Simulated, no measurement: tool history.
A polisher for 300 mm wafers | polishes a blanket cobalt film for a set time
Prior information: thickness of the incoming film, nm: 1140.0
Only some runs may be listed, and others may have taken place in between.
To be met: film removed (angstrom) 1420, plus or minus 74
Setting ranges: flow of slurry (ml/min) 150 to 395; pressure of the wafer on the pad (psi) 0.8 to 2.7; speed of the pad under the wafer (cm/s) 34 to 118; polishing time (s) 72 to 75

run,hour,flow of slurry (ml/min),pressure of the wafer on the pad (psi),speed of the pad under the wafer (cm/s),polishing time (s),film removed (angstrom)
1,0,250,1.7,76,72,2002.2
2,6.9,250,1.6,76,72,1935.5
3,13.3,250,1.6,76,75,1954.8
4,19.2,250,1.5,76,75,1913.5
5,26.4,250,1.4,76,75,1833.3
6,31.6,290,1.4,76,75,1869.7
7,38.8,290,1.3,76,75,1766
# hour 47: worn pad replaced by a new one
8,47,290,1.2,76,75,1790.4
9,53.6,290,1.1,74,75,1677.2

Which of these 5 next moves meets every target?
A,60.2,260,1,58,72,?
B,60.2,285,1.1,72,75,?
C,60.2,275,0.8,70,72,?
D,60.2,300,1.2,84,75,?
E,60.2,310,1,70,72,?

move,film removed (angstrom)
A,1175.6
B,1601.5
C,1265.4
D,1962.2
E,1430.1
A: carries the result that was furthest off beyond its target, to the other side
B: better than the last run, though not everything is in spec
C: carries the result that was furthest off beyond its target, to the other side
D: the biggest miss grows against the last run
E: each result inside its tolerance
E is the move that brings every result within its allowed miss.
